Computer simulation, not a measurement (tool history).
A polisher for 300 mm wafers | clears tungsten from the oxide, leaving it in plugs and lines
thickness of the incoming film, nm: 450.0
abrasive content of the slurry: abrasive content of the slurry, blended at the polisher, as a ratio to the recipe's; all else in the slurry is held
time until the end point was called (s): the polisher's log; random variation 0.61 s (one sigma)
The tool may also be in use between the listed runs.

run	hour	flow of slurry (ml/min)	pressure of the wafer on the pad (kPa)	speed of the pad under the wafer (cm/s)	abrasive content of the slurry	overpolish time after the end point (s)	time until the end point was called (s)
1	0	200	29	110	1	51	71.032
2	2.9	200	30.3	110	1	51	67.584
3	8.3	200	30.3	110	0.85	51	69.573
4	11.8	200	30.3	110	0.85	51	69.297
5	20.2	200	30.3	110	0.85	51	68.407
6	27.2	200	31.7	110	0.85	51	67.816
7	30.2	200	33.8	110	0.85	51	62.32
8	37.8	200	34.5	110	0.85	51	61.058
9	39.8	200	34.5	110	0.85	51	60.15

The next listed run, before its measurement:
10	44.2	200	35.2	110	0.85	51	?

Run 10 gave time until the end point was called (s) 60.079.
